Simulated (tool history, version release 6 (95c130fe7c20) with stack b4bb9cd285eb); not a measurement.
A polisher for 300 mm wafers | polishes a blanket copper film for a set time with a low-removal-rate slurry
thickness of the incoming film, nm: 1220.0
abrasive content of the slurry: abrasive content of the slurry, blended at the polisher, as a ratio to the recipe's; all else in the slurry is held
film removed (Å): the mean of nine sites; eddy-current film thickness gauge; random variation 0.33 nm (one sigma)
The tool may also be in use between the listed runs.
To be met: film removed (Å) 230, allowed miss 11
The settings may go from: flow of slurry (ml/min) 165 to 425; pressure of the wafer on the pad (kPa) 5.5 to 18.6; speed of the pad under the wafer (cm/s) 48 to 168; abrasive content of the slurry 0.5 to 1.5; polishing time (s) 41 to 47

run  hour  flow of slurry (ml/min)  pressure of the wafer on the pad (kPa)  speed of the pad under the wafer (cm/s)  abrasive content of the slurry  polishing time (s)  film removed (Å)
  1     0                      275                                    11.7                                      108                               1                  47            813.58
  2   4.2                      260                                     9.7                                       90                             0.9                  45            527.03
  3  12.4                      260                                     8.3                                       78                             0.9                  45            381.52
  4    16                      295                                     8.3                                       78                             0.9                  45            378.39
  5  23.5                      295                                     7.6                                       74                             0.9                  45            350.64
  6  28.7                      295                                     7.6                                       74                             0.9                  41            312.65
  7  34.5                      295                                     6.9                                       72                             0.9                  41            272.95
  8  35.5                      295                                     6.2                                       72                             0.9                  41            251.46
     40.9  -- head pressure recalibrated
  9  40.9                      295                                     5.5                                       70                             0.9                  41            203.22
 10  43.3                      300                                     5.5                                       70                             0.9                  41            212.19

4 next moves are on the table. One of them brings every result within its allowed miss. Which?
  A  45.7                      260                                       9                                       52                             0.8                  44                 ?
  B  45.7                      250                                     5.5                                       64                             0.7                  46                 ?
  C  45.7                      285                                     5.5                                       64                            0.85                  45                 ?
  D  45.7                      265                                     6.9                                       54                            1.25                  46                 ?

move  film removed (Å)
   A            262.01
   B             205.5
   C            209.31
   D            236.58
A: takes the result that was furthest off past its target
B: further off than the last run
C: further off than the last run
D: meets every target
Move D is the one to make.

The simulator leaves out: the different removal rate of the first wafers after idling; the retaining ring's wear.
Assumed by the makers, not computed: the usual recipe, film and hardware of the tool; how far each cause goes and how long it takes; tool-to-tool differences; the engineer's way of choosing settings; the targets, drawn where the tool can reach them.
